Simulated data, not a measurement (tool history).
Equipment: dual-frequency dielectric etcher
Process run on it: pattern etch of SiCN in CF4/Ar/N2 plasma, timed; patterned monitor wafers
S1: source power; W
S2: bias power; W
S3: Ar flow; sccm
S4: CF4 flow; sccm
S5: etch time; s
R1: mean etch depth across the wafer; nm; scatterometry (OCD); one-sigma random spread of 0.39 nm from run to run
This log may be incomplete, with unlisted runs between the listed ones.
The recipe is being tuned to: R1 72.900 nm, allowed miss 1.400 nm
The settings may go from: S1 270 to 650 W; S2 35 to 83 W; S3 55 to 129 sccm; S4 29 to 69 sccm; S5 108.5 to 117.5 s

run,hour,S1,S2,S3,S4,S5,R1
1,0.0,460,59,92,49,117.5,98.483
2,6.8,460,59,81,49,117.5,100.740
3,15.6,430,59,81,49,117.5,94.623
4,20.6,430,59,81,49,108.5,88.136
5,23.3,410,59,81,49,108.5,82.556
6,27.8,410,59,81,45,108.5,81.888
7,29.3,400,59,81,45,108.5,79.988
8,37.4,350,58,81,45,108.5,70.797
9,41.8,350,58,81,45,108.5,70.830

Pick the move, out of 5, that brings all results within their allowed miss; only one does.
A,46.2,350,54,82,50,115.5,?
B,46.2,330,59,77,44,112.0,?
C,46.2,370,60,88,38,114.5,?
D,46.2,310,65,95,43,115.5,?
E,46.2,390,55,66,38,108.5,?

move,R1
A,72.600
B,68.474
C,76.102
D,67.643
E,75.356
A: meets every target
B: moves away from the targets compared with the last run
C: takes the biggest miss from the last run beyond its target
D: moves away from the targets compared with the last run
E: takes the biggest miss from the last run beyond its target
The right move is A.
